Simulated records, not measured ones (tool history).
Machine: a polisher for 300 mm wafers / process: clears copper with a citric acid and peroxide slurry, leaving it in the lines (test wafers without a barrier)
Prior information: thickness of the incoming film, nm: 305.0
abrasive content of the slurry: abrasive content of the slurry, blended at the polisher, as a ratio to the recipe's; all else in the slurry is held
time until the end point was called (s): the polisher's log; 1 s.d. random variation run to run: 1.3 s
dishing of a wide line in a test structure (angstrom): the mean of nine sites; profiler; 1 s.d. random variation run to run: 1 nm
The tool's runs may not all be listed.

| run | hour | flow of slurry (ml/min) | pressure of the wafer on the pad (psi) | speed of the pad under the wafer (cm/s) | abrasive content of the slurry | overpolish time after the end point (s) | time until the end point was called (s) | dishing of a wide line in a test structure (angstrom) |
|---|---|---|---|---|---|---|---|---|
| 1 | 0.0 | 275 | 3.8 | 100 | 1.0 | 21 | 101.490 | 433.37 |
| 2 | 6.9 | 275 | 3.8 | 100 | 1.0 | 27 | 104.230 | 534.07 |
| 3 | 9.4 | 275 | 3.8 | 110 | 1.0 | 27 | 95.322 | 574.04 |
| 4 | 17.2 | 275 | 3.6 | 110 | 1.0 | 28 | 97.827 | 580.80 |
| 5 | 22.8 | 275 | 3.6 | 110 | 0.9 | 28 | 101.900 | 576.07 |
| 6 | 24.0 | 275 | 3.6 | 110 | 0.9 | 34 | 100.770 | 637.58 |
| 7 | 26.0 | 275 | 3.4 | 110 | 0.9 | 35 | 105.740 | 649.14 |
| 8 | 27.2 | 275 | 3.3 | 110 | 0.9 | 35 | 108.730 | 628.89 |
| 9 | 34.9 | 275 | 3.2 | 110 | 0.9 | 36 | 111.520 | 657.70 |
| 10 | 39.2 | 275 | 3.1 | 110 | 0.9 | 36 | 117.350 | 624.21 |
| 11 | 46.0 | 275 | 3.0 | 110 | 0.9 | 36 | 117.190 | 593.13 |
| 12 | 54.8 | 275 | 2.9 | 110 | 0.9 | 37 | 123.440 | 588.49 |
| 13 | 63.3 | 270 | 2.5 | 110 | 0.9 | 38 | 143.630 | 545.31 |

Run 14 comes next. What will it give?
| 14 | 69.0 | 275 | 2.5 | 110 | 0.9 | 38 | ? | ? |

{"run 14": {"time until the end point was called (s)": 144.14, "dishing of a wide line in a test structure (angstrom)": 551.56}}
